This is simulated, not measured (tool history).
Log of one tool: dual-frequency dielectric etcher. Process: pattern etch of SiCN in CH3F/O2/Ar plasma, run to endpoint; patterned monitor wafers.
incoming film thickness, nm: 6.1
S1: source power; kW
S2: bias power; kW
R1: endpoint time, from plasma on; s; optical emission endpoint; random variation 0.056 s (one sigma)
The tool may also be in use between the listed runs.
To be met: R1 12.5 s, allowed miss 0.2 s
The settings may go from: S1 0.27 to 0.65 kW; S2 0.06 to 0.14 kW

run,hour,S1,S2,R1
1,0,0.46,0.1,13.513
2,3.6,0.38,0.1,14.196
3,7.2,0.45,0.1,13.618
4,9.5,0.48,0.101,13.343
5,17.3,0.48,0.091,13.856
6,21.1,0.52,0.092,13.557
7,26.6,0.55,0.094,13.188
8,32.7,0.57,0.095,13.067
9,41.3,0.59,0.096,12.824
10,48,0.59,0.096,12.835
11,49.8,0.6,0.096,12.721

Which of these 5 next moves meets every target?
A,51.6,0.65,0.106,?
B,51.6,0.61,0.093,?
C,51.6,0.52,0.126,?
D,51.6,0.65,0.096,?
E,51.6,0.6,0.09,?

move,R1
A,12.025
B,12.86
C,12.001
D,12.475
E,13.079
A: takes the result that was furthest off past its target
B: further off than the last run
C: takes the result that was furthest off past its target
D: meets every target
E: further off than the last run
The right move is D.
